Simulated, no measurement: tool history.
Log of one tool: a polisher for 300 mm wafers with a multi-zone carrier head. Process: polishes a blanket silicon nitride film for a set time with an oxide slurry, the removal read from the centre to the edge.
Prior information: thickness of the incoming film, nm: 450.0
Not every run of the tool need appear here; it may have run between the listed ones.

run  hour  flow of slurry (ml/min)  pressure of the head's centre zone  pressure of the head's middle zone  pressure of the head's edge zone  abrasive content of the slurry  polishing time (s)  film removed at the wafer's centre (nm)  film removed at mid-radius (nm)  film removed at the wafer's edge (nm)
  1     0                      240                                   1                                   1                                 1                               1                  37                                   37.193                            35.64                                 33.673
  2   5.6                      240                                0.92                                   1                                 1                               1                  37                                   33.964                           35.372                                 34.563
  3  13.6                      240                                0.92                                   1                              0.96                               1                  37                                   34.093                           35.281                                 33.248
  4  15.1                      240                                0.92                                   1                              0.92                               1                  37                                   33.694                            35.52                                 32.574
  5    24                      240                                0.96                                   1                              0.92                               1                  37                                   35.697                           35.771                                 32.899
  6  30.9                      240                                0.94                                1.01                              0.99                            1.15                  38                                   37.057                           38.706                                 36.876
     36.8  -- edge zone pressure recalibrated
  7  36.8                      255                                0.94                                1.03                              1.05                            1.25                  38                                   38.607                           41.036                                 40.397
  8  38.4                      275                                0.95                                1.05                              1.09                             1.3                  38                                   40.547                           42.333                                 41.977
  9  45.7                      285                                0.94                                1.07                              1.12                            1.35                  38                                   40.172                           43.092                                 42.891
 10  48.4                      280                                0.94                                1.08                              1.13                             1.4                  38                                   41.037                             44.3                                 42.972
 11  56.2                      280                                0.94                                1.08                              1.13                             1.4                  38                                   40.727                           43.947                                 43.091
 12  63.8                      295                                0.93                                1.08                              1.14                            1.45                  38                                   40.944                            44.74                                 43.956
 13  64.7                      295                                0.93                                1.08                              1.15                            1.45                  39                                   42.179                           46.526                                 45.464

Predict the results of run 14:
 14  70.5                      300                                0.93                                1.07                              1.16                            1.45                  39                                        ?                                ?                                      ?

Run 14 yielded film removed at the wafer's centre (nm) 41.771, film removed at mid-radius (nm) 45.994, film removed at the wafer's edge (nm) 45.902.

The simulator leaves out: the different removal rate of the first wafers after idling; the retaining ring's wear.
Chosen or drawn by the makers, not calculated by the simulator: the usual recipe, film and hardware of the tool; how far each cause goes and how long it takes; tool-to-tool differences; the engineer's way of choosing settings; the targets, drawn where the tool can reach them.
